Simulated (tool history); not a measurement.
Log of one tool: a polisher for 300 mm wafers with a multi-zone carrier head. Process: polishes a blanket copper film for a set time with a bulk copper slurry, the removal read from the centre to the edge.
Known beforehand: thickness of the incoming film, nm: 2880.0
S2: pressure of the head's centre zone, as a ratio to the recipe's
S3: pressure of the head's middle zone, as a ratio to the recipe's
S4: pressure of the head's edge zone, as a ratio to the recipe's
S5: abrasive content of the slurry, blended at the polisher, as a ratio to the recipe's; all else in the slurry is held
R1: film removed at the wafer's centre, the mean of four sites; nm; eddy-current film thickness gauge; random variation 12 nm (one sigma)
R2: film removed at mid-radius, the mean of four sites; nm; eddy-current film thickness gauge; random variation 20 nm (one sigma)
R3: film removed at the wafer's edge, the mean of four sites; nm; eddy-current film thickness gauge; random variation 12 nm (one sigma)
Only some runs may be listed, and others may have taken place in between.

Run 1, hour 0.0: flow of slurry (ml/min) 225, S2 1.00, S3 1.00, S4 1.00, S5 1.00, polishing time (s) 60. Result: R1 906.95 nm, R2 895.17 nm, R3 916.16 nm.
Run 2, hour 1.9: flow of slurry (ml/min) 240, S2 1.04, S3 1.05, S4 1.04, S5 1.15, polishing time (s) 64. Result: R1 1041.40 nm, R2 1004.90 nm, R3 1012.60 nm.
Run 3, hour 8.6: flow of slurry (ml/min) 240, S2 1.04, S3 1.05, S4 1.04, S5 1.35, polishing time (s) 64. Result: R1 1079.20 nm, R2 1068.80 nm, R3 1063.30 nm.
Run 4, hour 9.4: flow of slurry (ml/min) 285, S2 1.04, S3 1.05, S4 1.04, S5 1.35, polishing time (s) 64. Result: R1 1102.00 nm, R2 1105.70 nm, R3 1074.70 nm.
Run 5, hour 17.2: flow of slurry (ml/min) 290, S2 1.06, S3 1.07, S4 1.06, S5 1.40, polishing time (s) 67. Result: R1 1173.50 nm, R2 1186.50 nm, R3 1137.40 nm.
Run 6, hour 18.3: flow of slurry (ml/min) 290, S2 1.06, S3 1.07, S4 1.06, S5 1.30, polishing time (s) 67. Result: R1 1171.70 nm, R2 1174.50 nm, R3 1114.60 nm.
Run 7, hour 25.3: flow of slurry (ml/min) 290, S2 1.07, S3 1.08, S4 1.07, S5 1.35, polishing time (s) 69. Result: R1 1224.40 nm, R2 1209.10 nm, R3 1154.30 nm.
Run 8, hour 29.0: flow of slurry (ml/min) 295, S2 1.08, S3 1.09, S4 1.07, S5 1.40, polishing time (s) 71. Result: R1 1259.60 nm, R2 1257.00 nm, R3 1214.70 nm.
Run 9, hour 32.4: flow of slurry (ml/min) 315, S2 1.18, S3 1.19, S4 1.07, S5 1.50, polishing time (s) 75. Result: R1 1485.40 nm, R2 1478.50 nm, R3 1295.70 nm.

What will run 10 give?
Run 10, hour 40.9: flow of slurry (ml/min) 310, S2 1.17, S3 1.18, S4 1.08, S5 1.50, polishing time (s) 75. Result: R1 ?, R2 ?, R3 ?.

Run 10 produced R1 1503.30 nm, R2 1459.80 nm, R3 1310.10 nm.
